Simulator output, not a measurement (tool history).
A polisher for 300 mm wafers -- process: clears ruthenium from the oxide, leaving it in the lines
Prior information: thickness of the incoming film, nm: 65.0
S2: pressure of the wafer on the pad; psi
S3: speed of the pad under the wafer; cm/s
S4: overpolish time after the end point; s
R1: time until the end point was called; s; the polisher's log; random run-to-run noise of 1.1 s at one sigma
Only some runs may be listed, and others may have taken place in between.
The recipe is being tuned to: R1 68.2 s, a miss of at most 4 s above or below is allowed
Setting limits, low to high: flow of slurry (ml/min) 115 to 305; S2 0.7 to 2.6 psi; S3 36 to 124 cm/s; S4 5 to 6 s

{"run": 1, "hour": 0.0, "flow of slurry (ml/min)": 195, "S2": 1.6, "S3": 80, "S4": 6, "R1": 98.141}
{"run": 2, "hour": 2.4, "flow of slurry (ml/min)": 195, "S2": 1.7, "S3": 80, "S4": 6, "R1": 88.558}
{"run": 3, "hour": 8.5, "flow of slurry (ml/min)": 195, "S2": 1.4, "S3": 80, "S4": 6, "R1": 113.73}
{"run": 4, "hour": 11.2, "flow of slurry (ml/min)": 195, "S2": 1.6, "S3": 80, "S4": 6, "R1": 100.11}
{"run": 5, "hour": 12.7, "flow of slurry (ml/min)": 160, "S2": 1.6, "S3": 80, "S4": 6, "R1": 100.69}
{"run": 6, "hour": 21.7, "flow of slurry (ml/min)": 160, "S2": 1.7, "S3": 80, "S4": 6, "R1": 96.601}
{"run": 7, "hour": 23.5, "flow of slurry (ml/min)": 170, "S2": 1.8, "S3": 80, "S4": 6, "R1": 89.466}
{"run": 8, "hour": 27.2, "flow of slurry (ml/min)": 175, "S2": 1.9, "S3": 80, "S4": 6, "R1": 83.844}
{"run": 9, "hour": 33.9, "flow of slurry (ml/min)": 180, "S2": 2, "S3": 80, "S4": 6, "R1": 77.405}

Exercise: of the 4 proposed moves below, exactly one satisfies all targets within the stated allowed misses. Which move is it?
{"run": "A", "hour": 40.6, "flow of slurry (ml/min)": 175, "S2": 2.1, "S3": 80, "S4": 5, "R1": "?"}
{"run": "B", "hour": 40.6, "flow of slurry (ml/min)": 170, "S2": 2.2, "S3": 86, "S4": 6, "R1": "?"}
{"run": "C", "hour": 40.6, "flow of slurry (ml/min)": 195, "S2": 2, "S3": 68, "S4": 5, "R1": "?"}
{"run": "D", "hour": 40.6, "flow of slurry (ml/min)": 195, "S2": 2.5, "S3": 86, "S4": 6, "R1": "?"}

move=A R1=75.453
move=B R1=68.629
move=C R1=87.56
move=D R1=59.237
A: better than the last run, though not everything is in spec
B: hits every target within its allowed miss
C: its largest miss is bigger than the last run's
D: carries the result that was furthest off beyond its target, to the other side
The move that meets every target is B.
